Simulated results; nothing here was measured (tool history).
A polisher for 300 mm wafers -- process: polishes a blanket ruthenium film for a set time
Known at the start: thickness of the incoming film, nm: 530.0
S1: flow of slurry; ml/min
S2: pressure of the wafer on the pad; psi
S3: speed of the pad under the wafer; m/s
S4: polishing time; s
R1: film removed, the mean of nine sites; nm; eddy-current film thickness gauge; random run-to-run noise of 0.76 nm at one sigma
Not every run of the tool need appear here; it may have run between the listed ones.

run 1 hour=0.0 | S1=230 S2=2.5 S3=1.14 S4=55 | R1=91.769
run 2 hour=1.5 | S1=230 S2=2.5 S3=1.38 S4=55 | R1=110.540
run 3 hour=2.2 | S1=230 S2=2.3 S3=1.38 S4=55 | R1=103.100
run 4 hour=7.2 | S1=230 S2=2.2 S3=1.38 S4=55 | R1=97.099
run 5 hour=15.6 | S1=260 S2=2.2 S3=1.38 S4=55 | R1=99.390
run 6 hour=22.5 | S1=260 S2=2.2 S3=1.38 S4=55 | R1=101.880
run 7 hour=28.1 | S1=260 S2=2.2 S3=1.38 S4=55 | R1=101.820
run 8 hour=31.1 | S1=250 S2=1.6 S3=1.38 S4=55 | R1=73.845
run 9 hour=32.8 | S1=250 S2=1.6 S3=1.38 S4=55 | R1=74.810

Forecast run 10:
run 10 hour=35.4 | S1=265 S2=1.6 S3=1.38 S4=55 | R1=?

{"run 10": {"R1": 74.072}}
